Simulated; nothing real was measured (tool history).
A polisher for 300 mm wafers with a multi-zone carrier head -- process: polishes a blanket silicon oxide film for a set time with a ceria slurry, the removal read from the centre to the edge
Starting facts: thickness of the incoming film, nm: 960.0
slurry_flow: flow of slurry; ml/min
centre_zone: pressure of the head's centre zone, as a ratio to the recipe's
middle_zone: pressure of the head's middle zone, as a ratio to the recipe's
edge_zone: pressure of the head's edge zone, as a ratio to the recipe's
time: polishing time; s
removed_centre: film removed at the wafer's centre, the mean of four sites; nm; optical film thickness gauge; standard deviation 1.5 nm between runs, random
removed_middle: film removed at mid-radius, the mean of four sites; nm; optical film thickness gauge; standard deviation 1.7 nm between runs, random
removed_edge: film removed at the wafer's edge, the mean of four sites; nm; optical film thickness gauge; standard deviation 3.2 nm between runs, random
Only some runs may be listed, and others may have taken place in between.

| run | hour | slurry_flow | centre_zone | middle_zone | edge_zone | time | removed_centre | removed_middle | removed_edge |
|---|---|---|---|---|---|---|---|---|---|
| 1 | 0.0 | 315 | 1.00 | 1.00 | 1.00 | 71 | 402.71 | 387.64 | 379.16 |
| 2 | 6.6 | 315 | 1.06 | 1.00 | 1.00 | 71 | 422.70 | 390.38 | 367.05 |
| 3 | 8.6 | 310 | 1.03 | 0.98 | 0.98 | 64 | 367.86 | 345.18 | 326.14 |
| 4 | 14.2 | 300 | 1.00 | 0.94 | 0.96 | 60 | 340.29 | 314.23 | 304.11 |
| 5 | 21.9 | 290 | 0.97 | 0.91 | 0.94 | 57 | 309.59 | 285.44 | 281.54 |
| 6 | 27.5 | 290 | 0.97 | 0.91 | 0.94 | 50 | 270.66 | 254.35 | 250.14 |
| 7 | 36.1 | 290 | 0.97 | 0.91 | 0.94 | 50 | 274.09 | 257.55 | 251.92 |

Run 8 has not been measured yet. What should we expect?
| 8 | 44.1 | 280 | 0.95 | 0.90 | 0.94 | 50 | ? | ? | ? |

removed_centre: 265.13 nm
removed_middle: 251.46 nm
removed_edge: 248.07 nm

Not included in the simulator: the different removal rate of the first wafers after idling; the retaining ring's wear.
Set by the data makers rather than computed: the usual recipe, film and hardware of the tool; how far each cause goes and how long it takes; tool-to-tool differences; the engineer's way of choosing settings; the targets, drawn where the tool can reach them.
